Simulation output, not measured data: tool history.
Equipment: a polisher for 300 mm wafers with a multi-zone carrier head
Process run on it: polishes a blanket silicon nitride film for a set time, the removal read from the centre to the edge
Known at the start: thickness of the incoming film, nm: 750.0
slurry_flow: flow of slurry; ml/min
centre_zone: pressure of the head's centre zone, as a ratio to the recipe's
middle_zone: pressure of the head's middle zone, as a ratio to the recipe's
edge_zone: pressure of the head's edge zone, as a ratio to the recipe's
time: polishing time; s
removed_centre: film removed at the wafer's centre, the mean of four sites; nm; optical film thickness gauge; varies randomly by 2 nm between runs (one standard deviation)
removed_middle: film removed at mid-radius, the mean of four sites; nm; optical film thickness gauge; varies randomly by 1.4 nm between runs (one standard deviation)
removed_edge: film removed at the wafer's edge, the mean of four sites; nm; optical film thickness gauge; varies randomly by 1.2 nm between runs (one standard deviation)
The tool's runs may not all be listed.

run 1 day=0.000 | slurry_flow=185 centre_zone=1.00 middle_zone=1.00 edge_zone=1.00 time=72 | removed_centre=96.807 removed_middle=98.935 removed_edge=97.285
run 2 day=0.354 | slurry_flow=185 centre_zone=1.00 middle_zone=1.00 edge_zone=1.00 time=89 | removed_centre=120.610 removed_middle=119.170 removed_edge=121.900
run 3 day=0.650 | slurry_flow=185 centre_zone=1.00 middle_zone=1.05 edge_zone=1.00 time=89 | removed_centre=120.360 removed_middle=126.350 removed_edge=121.160
run 4 day=0.946 | slurry_flow=190 centre_zone=1.00 middle_zone=1.04 edge_zone=1.02 time=90 | removed_centre=124.930 removed_middle=122.390 removed_edge=122.380
run 5 day=1.075 | slurry_flow=190 centre_zone=0.99 middle_zone=1.03 edge_zone=1.02 time=91 | removed_centre=121.410 removed_middle=128.700 removed_edge=127.910
run 6 day=1.450 | slurry_flow=190 centre_zone=0.95 middle_zone=1.03 edge_zone=1.02 time=91 | removed_centre=121.090 removed_middle=124.720 removed_edge=125.270
run 7 day=1.533 | slurry_flow=195 centre_zone=0.95 middle_zone=1.03 edge_zone=1.04 time=92 | removed_centre=123.060 removed_middle=128.620 removed_edge=130.190

Run 8 has not been measured yet. What should we expect?
run 8 day=1.775 | slurry_flow=200 centre_zone=0.96 middle_zone=1.02 edge_zone=1.05 time=92 | removed_centre=? removed_middle=? removed_edge=?

For run 8 the tool returned removed_centre 118.820 nm, removed_middle 128.610 nm, removed_edge 131.630 nm.

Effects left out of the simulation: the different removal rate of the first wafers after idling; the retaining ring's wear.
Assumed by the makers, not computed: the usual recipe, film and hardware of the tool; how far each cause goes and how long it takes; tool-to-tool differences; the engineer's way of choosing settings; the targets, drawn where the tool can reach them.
